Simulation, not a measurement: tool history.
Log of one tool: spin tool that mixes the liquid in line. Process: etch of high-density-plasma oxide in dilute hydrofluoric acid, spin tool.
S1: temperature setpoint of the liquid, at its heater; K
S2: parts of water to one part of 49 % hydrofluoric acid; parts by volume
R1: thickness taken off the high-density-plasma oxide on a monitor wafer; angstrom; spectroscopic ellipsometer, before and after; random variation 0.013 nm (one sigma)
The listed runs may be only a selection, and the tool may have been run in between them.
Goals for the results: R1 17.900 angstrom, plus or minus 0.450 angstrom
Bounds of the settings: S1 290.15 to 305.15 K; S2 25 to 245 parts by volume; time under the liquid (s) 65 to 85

Run 1, hour 0.0: S1 297.15 K, S2 135 parts by volume, time under the liquid (s) 85. Result: R1 39.263 angstrom.
Run 2, hour 7.3: S1 297.15 K, S2 135 parts by volume, time under the liquid (s) 65. Result: R1 30.446 angstrom.
Run 3, hour 11.8: S1 295.15 K, S2 145 parts by volume, time under the liquid (s) 65. Result: R1 25.938 angstrom.
Run 4, hour 19.4: S1 295.15 K, S2 145 parts by volume, time under the liquid (s) 65. Result: R1 25.921 angstrom.
Run 5, hour 25.8: S1 295.15 K, S2 165 parts by volume, time under the liquid (s) 65. Result: R1 22.135 angstrom.
Run 6, hour 30.7: S1 294.15 K, S2 165 parts by volume, time under the liquid (s) 65. Result: R1 21.508 angstrom.
Run 7, hour 38.8: S1 290.15 K, S2 175 parts by volume, time under the liquid (s) 65. Result: R1 17.209 angstrom.
Run 8, hour 46.2: S1 290.65 K, S2 175 parts by volume, time under the liquid (s) 65. Result: R1 17.233 angstrom.

Of the 5 settings listed for the next run, only one would bring every result within its allowed miss of target. Which one?
Run A, hour 53.6: S1 290.15 K, S2 180 parts by volume, time under the liquid (s) 65. Result: R1 ?.
Run B, hour 53.6: S1 290.15 K, S2 215 parts by volume, time under the liquid (s) 80. Result: R1 ?.
Run C, hour 53.6: S1 290.15 K, S2 210 parts by volume, time under the liquid (s) 85. Result: R1 ?.
Run D, hour 53.6: S1 292.65 K, S2 210 parts by volume, time under the liquid (s) 80. Result: R1 ?.
Run E, hour 53.6: S1 290.65 K, S2 180 parts by volume, time under the liquid (s) 65. Result: R1 ?.

move      R1
   A  16.790
   B  16.754
   C  18.307
   D  19.001
   E  17.131
A: misses by more than the last run did
B: misses by more than the last run did
C: in spec on every target
D: takes the result that was furthest off past its target
E: misses by more than the last run did
Go with C: it meets all targets.

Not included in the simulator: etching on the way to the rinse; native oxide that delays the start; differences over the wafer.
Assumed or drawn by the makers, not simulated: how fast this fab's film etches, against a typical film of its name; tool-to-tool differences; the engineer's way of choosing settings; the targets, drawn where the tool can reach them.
